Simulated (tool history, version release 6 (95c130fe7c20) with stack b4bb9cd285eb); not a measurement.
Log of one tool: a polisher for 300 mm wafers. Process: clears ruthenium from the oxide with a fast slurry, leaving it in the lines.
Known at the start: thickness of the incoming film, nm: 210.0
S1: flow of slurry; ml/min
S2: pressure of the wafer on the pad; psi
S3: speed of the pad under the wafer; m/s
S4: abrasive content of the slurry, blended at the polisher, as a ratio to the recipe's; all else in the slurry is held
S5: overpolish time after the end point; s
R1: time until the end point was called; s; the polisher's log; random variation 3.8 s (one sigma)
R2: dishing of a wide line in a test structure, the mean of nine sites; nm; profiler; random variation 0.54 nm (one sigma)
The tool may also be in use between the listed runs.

| run | hour | S1 | S2 | S3 | S4 | S5 | R1 | R2 |
|---|---|---|---|---|---|---|---|---|
| 1 | 0 | 165 | 1.9 | 1.22 | 1 | 18 | 72.1 | 45.353 |
| 2 | 2.4 | 165 | 1.8 | 1.16 | 1 | 19 | 74.558 | 42.568 |
| 3 | 6 | 165 | 2.2 | 1.16 | 1 | 19 | 65.316 | 52.395 |
| 4 | 12.8 | 160 | 2 | 1.08 | 0.95 | 20 | 77.058 | 44.276 |
| 5 | 20.6 | 160 | 1.9 | 1.02 | 0.95 | 22 | 85.882 | 44.161 |
| 6 | 24 | 160 | 1.9 | 1.02 | 1.1 | 22 | 81.149 | 47.911 |
| 7 | 32.2 | 160 | 1.8 | 0.96 | 1.1 | 23 | 88.416 | 44.097 |
| 8 | 35.6 | 160 | 1.7 | 0.92 | 1.1 | 24 | 98.205 | 43.267 |
| 9 | 37.1 | 160 | 1.6 | 0.88 | 1.1 | 25 | 108.19 | 40.804 |

Run 10 comes next. What will it give?
| 10 | 44.1 | 160 | 1.5 | 0.86 | 1.1 | 25 | ? | ? |

R1: 119.29 s
R2: 37.94 nm
